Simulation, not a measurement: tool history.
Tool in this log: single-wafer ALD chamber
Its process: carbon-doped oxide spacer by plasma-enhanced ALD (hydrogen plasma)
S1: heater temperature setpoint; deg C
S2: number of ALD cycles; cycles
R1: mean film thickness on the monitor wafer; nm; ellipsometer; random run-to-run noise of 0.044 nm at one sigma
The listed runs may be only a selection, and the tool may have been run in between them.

Run 1, hour 0: S1 390 deg C, S2 266 cycles. Result: R1 14.239 nm.
Run 2, hour 7.7: S1 390 deg C, S2 240 cycles. Result: R1 12.863 nm.
Run 3, hour 10.9: S1 396 deg C, S2 240 cycles. Result: R1 12.929 nm.
Run 4, hour 19.2: S1 387 deg C, S2 240 cycles. Result: R1 12.815 nm.
Run 5, hour 25.3: S1 387 deg C, S2 262 cycles. Result: R1 14.099 nm.
Run 6, hour 28.9: S1 387 deg C, S2 285 cycles. Result: R1 15.283 nm.

For run 7, what comes out?
Run 7, hour 37.2: S1 387 deg C, S2 254 cycles. Result: R1 ?.

{"run 7": {"R1": 13.666}}
